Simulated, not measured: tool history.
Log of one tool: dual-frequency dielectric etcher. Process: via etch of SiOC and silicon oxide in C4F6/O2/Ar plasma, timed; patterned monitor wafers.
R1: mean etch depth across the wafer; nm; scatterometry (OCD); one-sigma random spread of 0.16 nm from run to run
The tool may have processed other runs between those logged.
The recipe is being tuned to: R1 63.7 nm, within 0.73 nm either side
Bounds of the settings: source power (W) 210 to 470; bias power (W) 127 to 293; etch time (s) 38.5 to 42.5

{"run": 1, "hour": 0.0, "source power (W)": 340, "bias power (W)": 210, "etch time (s)": 42.5, "R1": 54.877}
{"run": 2, "hour": 0.6, "source power (W)": 360, "bias power (W)": 211, "etch time (s)": 42.5, "R1": 56.248}
{"run": 3, "hour": 6.3, "source power (W)": 360, "bias power (W)": 225, "etch time (s)": 42.5, "R1": 57.426}
{"run": 4, "hour": 11.3, "source power (W)": 360, "bias power (W)": 225, "etch time (s)": 38.5, "R1": 51.59}
{"run": 5, "hour": 15.8, "source power (W)": 370, "bias power (W)": 232, "etch time (s)": 39, "R1": 53.211}
{"hour": 16.7, "done": "bias power generator calibrated"}
{"run": 6, "hour": 16.7, "source power (W)": 370, "bias power (W)": 207, "etch time (s)": 39, "R1": 51.222}
{"run": 7, "hour": 25.4, "source power (W)": 370, "bias power (W)": 218, "etch time (s)": 39.5, "R1": 52.859}
{"run": 8, "hour": 33.6, "source power (W)": 380, "bias power (W)": 228, "etch time (s)": 40, "R1": 54.796}
{"run": 9, "hour": 35.9, "source power (W)": 390, "bias power (W)": 236, "etch time (s)": 40, "R1": 55.537}
{"run": 10, "hour": 40.1, "source power (W)": 450, "bias power (W)": 278, "etch time (s)": 40.5, "R1": 62.9}

4 next moves are on the table. One of them brings every result within its allowed miss. Which?
{"run": "A", "hour": 44.3, "source power (W)": 380, "bias power (W)": 289, "etch time (s)": 42, "R1": "?"}
{"run": "B", "hour": 44.3, "source power (W)": 440, "bias power (W)": 262, "etch time (s)": 41, "R1": "?"}
{"run": "C", "hour": 44.3, "source power (W)": 400, "bias power (W)": 265, "etch time (s)": 42, "R1": "?"}
{"run": "D", "hour": 44.3, "source power (W)": 430, "bias power (W)": 266, "etch time (s)": 42.5, "R1": "?"}

move=A R1=61.731
move=B R1=61.78
move=C R1=61.255
move=D R1=63.78
A: moves away from the targets compared with the last run
B: moves away from the targets compared with the last run
C: moves away from the targets compared with the last run
D: every result lands within tolerance
Go with D: it meets all targets.

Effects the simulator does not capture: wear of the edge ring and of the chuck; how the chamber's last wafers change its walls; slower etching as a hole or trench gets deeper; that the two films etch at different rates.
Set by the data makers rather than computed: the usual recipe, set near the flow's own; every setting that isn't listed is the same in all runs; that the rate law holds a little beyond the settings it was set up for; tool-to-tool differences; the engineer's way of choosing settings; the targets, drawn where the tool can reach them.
